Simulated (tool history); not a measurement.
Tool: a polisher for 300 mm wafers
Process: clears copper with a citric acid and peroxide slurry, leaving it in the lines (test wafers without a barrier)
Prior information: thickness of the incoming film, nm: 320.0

run  hour  flow of slurry (ml/min)  pressure of the wafer on the pad (kPa)  speed of the pad under the wafer (m/s)  abrasive content of the slurry  overpolish time after the end point (s)  time until the end point was called (s)  dishing of a wide line in a test structure (nm)
  1     0                      280                                    19.3                                    0.96                               1                                       25                                   161.32                                           33.578
  2   6.1                      320                                    19.3                                    0.96                               1                                       25                                   165.27                                           33.084
  3  10.4                      350                                    19.3                                    0.96                               1                                       25                                    162.3                                           33.651
  4  12.6                      310                                    16.5                                    0.92                               1                                       21                                   191.77                                           25.013
  5  19.3                      275                                    14.5                                    0.88                            1.05                                       18                                   218.52                                            19.51
  6  24.9                      275                                    14.5                                     0.8                            1.05                                       18                                   227.97                                           18.368
  7  26.4                      250                                    13.8                                    0.72                            1.15                                       16                                   255.19                                            14.88
  8  31.7                      230                                    13.8                                    0.66                            1.25                                       14                                   262.95                                           12.775

For run 9, what comes out?
  9  32.8                      215                                    13.8                                     0.6                             1.3                                       13                                        ?                                                ?

For run 9 the tool returned time until the end point was called (s) 285.6, dishing of a wide line in a test structure (nm) 11.246.
